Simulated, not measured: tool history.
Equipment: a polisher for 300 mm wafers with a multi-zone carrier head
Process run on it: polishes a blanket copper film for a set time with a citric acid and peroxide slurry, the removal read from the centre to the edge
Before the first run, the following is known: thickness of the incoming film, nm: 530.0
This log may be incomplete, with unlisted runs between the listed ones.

run  hour  flow of slurry (ml/min)  pressure of the head's centre zone  pressure of the head's middle zone  pressure of the head's edge zone  abrasive content of the slurry  polishing time (s)  film removed at the wafer's centre (nm)  film removed at mid-radius (nm)  film removed at the wafer's edge (nm)
  1   0.0                      175                                1.00                                1.00                              1.00                            1.00                  79                                   129.05                           133.61                                 128.06
  2   3.9                      170                                1.01                                0.98                              0.97                            0.90                  77                                   121.69                           120.42                                 119.36
  3   6.5                      170                                1.02                                0.98                              0.94                            0.85                  76                                   119.15                           117.34                                 113.92
  4  12.0                      170                                1.02                                0.98                              1.00                            0.85                  76                                   120.86                           116.91                                 117.15
  5  12.9                      170                                1.02                                0.98                              1.00                            0.85                  92                                   142.77                           142.36                                 140.50
  6  16.5                      155                                1.02                                0.98                              1.00                            0.85                  92                                   140.82                           138.11                                 139.43
  7  25.4                      160                                1.03                                0.98                              0.98                            0.80                  88                                   134.88                           132.42                                 130.10

The next listed run, before its measurement:
  8  30.0                      160                                1.03                                0.97                              0.96                            0.75                  85                                        ?                                ?                                      ?

{"run 8": {"film removed at the wafer's centre (nm)": 126.04, "film removed at mid-radius (nm)": 123.61, "film removed at the wafer's edge (nm)": 121.14}}
